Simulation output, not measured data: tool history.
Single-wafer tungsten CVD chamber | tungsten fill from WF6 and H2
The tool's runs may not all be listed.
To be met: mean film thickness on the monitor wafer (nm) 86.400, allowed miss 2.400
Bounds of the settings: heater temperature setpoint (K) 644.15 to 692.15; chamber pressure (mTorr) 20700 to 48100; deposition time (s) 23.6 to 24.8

| run | hour | heater temperature setpoint (K) | chamber pressure (mTorr) | deposition time (s) | mean film thickness on the monitor wafer (nm) |
|---|---|---|---|---|---|
| 1 | 0.0 | 668.15 | 34400 | 24.8 | 63.311 |
| 2 | 8.3 | 668.15 | 34400 | 23.6 | 60.031 |
| 3 | 16.8 | 668.15 | 34400 | 24.8 | 63.441 |
| 4 | 23.8 | 671.15 | 34500 | 24.8 | 67.509 |
| 5 | 30.0 | 671.15 | 34500 | 23.6 | 64.419 |
| 6 | 36.5 | 671.15 | 34500 | 24.8 | 67.449 |
| 7 | 43.8 | 673.15 | 34600 | 24.8 | 70.797 |
| 8 | 45.8 | 675.15 | 34700 | 24.8 | 73.992 |
| 9 | 51.1 | 675.15 | 34700 | 24.8 | 74.128 |
| 10 | 56.2 | 676.15 | 34800 | 24.8 | 74.131 |

Which of these 5 next moves meets every target?
| A | 61.3 | 680.15 | 38800 | 24.8 | ? |
| B | 61.3 | 687.15 | 35400 | 24.8 | ? |
| C | 61.3 | 676.15 | 39400 | 24.8 | ? |
| D | 61.3 | 673.15 | 29500 | 23.6 | ? |
| E | 61.3 | 673.15 | 35100 | 24.2 | ? |

| move | mean film thickness on the monitor wafer (nm) |
|---|---|
| A | 85.414 |
| B | 93.246 |
| C | 79.422 |
| D | 62.029 |
| E | 69.077 |
A: meets every target
B: takes the result that was furthest off past its target
C: nearer than the last run, and not there yet
D: further off than the last run
E: further off than the last run
The right move is A.

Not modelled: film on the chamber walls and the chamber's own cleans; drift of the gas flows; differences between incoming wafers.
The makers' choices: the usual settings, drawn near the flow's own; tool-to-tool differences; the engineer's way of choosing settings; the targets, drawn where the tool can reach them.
